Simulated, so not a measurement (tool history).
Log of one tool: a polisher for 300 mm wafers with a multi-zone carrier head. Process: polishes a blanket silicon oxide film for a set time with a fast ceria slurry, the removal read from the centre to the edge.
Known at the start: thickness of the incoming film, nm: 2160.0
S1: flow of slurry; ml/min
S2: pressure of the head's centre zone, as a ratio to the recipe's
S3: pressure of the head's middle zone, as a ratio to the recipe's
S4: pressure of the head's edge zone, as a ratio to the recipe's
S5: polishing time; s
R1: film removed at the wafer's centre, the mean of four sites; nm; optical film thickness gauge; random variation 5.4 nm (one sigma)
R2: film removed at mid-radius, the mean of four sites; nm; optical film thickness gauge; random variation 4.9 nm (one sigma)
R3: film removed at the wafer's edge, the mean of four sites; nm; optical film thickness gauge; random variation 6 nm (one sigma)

run  hour   S1    S2    S3    S4  S5      R1      R2      R3
  1   0.0  250  1.00  1.00  1.00  38  806.21  839.70  841.76
  2   4.1  245  0.97  1.00  0.96  34  695.69  753.04  725.76
  3  12.3  240  0.94  0.98  0.92  32  637.98  689.72  659.77
  4  13.3  230  0.90  0.97  0.89  31  599.95  661.53  642.39
  5  16.4  230  0.90  1.00  0.89  31  605.50  670.71  642.81
  6  24.7  240  0.88  1.01  0.87  30  571.81  665.12  612.81

Forecast run 7:
  7  26.5  220  0.84  0.96  0.81  28   ?   ?   ?

R1: 513.59 nm
R2: 594.83 nm
R3: 548.64 nm
